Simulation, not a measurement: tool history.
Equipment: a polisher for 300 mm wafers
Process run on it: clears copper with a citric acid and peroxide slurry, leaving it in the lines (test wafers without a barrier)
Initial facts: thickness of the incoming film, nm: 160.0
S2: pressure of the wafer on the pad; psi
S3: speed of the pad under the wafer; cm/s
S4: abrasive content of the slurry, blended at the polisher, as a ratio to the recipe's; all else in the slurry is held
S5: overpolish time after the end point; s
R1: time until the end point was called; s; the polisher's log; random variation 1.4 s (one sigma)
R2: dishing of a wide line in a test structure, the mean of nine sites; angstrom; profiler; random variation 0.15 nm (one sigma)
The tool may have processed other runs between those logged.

{"run": 1, "day": 0.0, "flow of slurry (ml/min)": 230, "S2": 2.3, "S3": 130, "S4": 1, "S5": 21, "R1": 80.786, "R2": 197.09}
{"run": 2, "day": 0.054, "flow of slurry (ml/min)": 230, "S2": 2, "S3": 138, "S4": 1, "S5": 17, "R1": 87.813, "R2": 165.47}
{"run": 3, "day": 0.079, "flow of slurry (ml/min)": 230, "S2": 1.7, "S3": 146, "S4": 1, "S5": 14, "R1": 99.991, "R2": 128.35}
{"run": 4, "day": 0.2, "flow of slurry (ml/min)": 225, "S2": 1.5, "S3": 164, "S4": 0.95, "S5": 12, "R1": 100.17, "R2": 106.19}
{"run": 5, "day": 0.246, "flow of slurry (ml/min)": 250, "S2": 1.5, "S3": 164, "S4": 0.95, "S5": 12, "R1": 97.316, "R2": 111.61}
{"run": 6, "day": 0.558, "flow of slurry (ml/min)": 225, "S2": 1.4, "S3": 174, "S4": 0.85, "S5": 10, "R1": 103.91, "R2": 94.132}
{"run": 7, "day": 0.825, "flow of slurry (ml/min)": 225, "S2": 1.4, "S3": 174, "S4": 0.85, "S5": 10, "R1": 102.49, "R2": 87.477}
{"run": 8, "day": 1.133, "flow of slurry (ml/min)": 220, "S2": 1.4, "S3": 178, "S4": 0.8, "S5": 9, "R1": 103.02, "R2": 87.882}

Forecast run 9:
{"run": 9, "day": 1.5, "flow of slurry (ml/min)": 210, "S2": 1.4, "S3": 186, "S4": 0.75, "S5": 8, "R1": "?", "R2": "?"}

{"run 9": {"R1": 101.99, "R2": 77.556}}
